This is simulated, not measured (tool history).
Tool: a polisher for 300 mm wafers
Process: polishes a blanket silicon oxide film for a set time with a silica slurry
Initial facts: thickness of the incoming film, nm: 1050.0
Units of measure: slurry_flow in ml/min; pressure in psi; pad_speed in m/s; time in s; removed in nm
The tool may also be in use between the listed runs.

Run 1, hour 0.0: slurry_flow 305 ml/min, pressure 3.2 psi, pad_speed 1.14 m/s, slurry_solids 1.0, time 33 s. Result: removed 83.131 nm.
Run 2, hour 3.7: slurry_flow 305 ml/min, pressure 3.3 psi, pad_speed 1.14 m/s, slurry_solids 1.0, time 33 s. Result: removed 86.106 nm.
Run 3, hour 9.4: slurry_flow 305 ml/min, pressure 3.4 psi, pad_speed 1.14 m/s, slurry_solids 1.0, time 33 s. Result: removed 90.815 nm.
Run 4, hour 16.6: slurry_flow 350 ml/min, pressure 3.4 psi, pad_speed 1.14 m/s, slurry_solids 1.0, time 33 s. Result: removed 90.217 nm.
Run 5, hour 22.3: slurry_flow 350 ml/min, pressure 3.5 psi, pad_speed 1.14 m/s, slurry_solids 1.0, time 33 s. Result: removed 94.749 nm.
Run 6, hour 27.2: slurry_flow 350 ml/min, pressure 3.5 psi, pad_speed 1.24 m/s, slurry_solids 1.0, time 33 s. Result: removed 98.483 nm.
Run 7, hour 34.7: slurry_flow 350 ml/min, pressure 3.5 psi, pad_speed 1.24 m/s, slurry_solids 1.0, time 33 s. Result: removed 100.370 nm.

Forecast run 8:
Run 8, hour 36.8: slurry_flow 350 ml/min, pressure 3.5 psi, pad_speed 1.24 m/s, slurry_solids 1.0, time 33 s. Result: removed ?.

Run 8 gave removed 98.146 nm.

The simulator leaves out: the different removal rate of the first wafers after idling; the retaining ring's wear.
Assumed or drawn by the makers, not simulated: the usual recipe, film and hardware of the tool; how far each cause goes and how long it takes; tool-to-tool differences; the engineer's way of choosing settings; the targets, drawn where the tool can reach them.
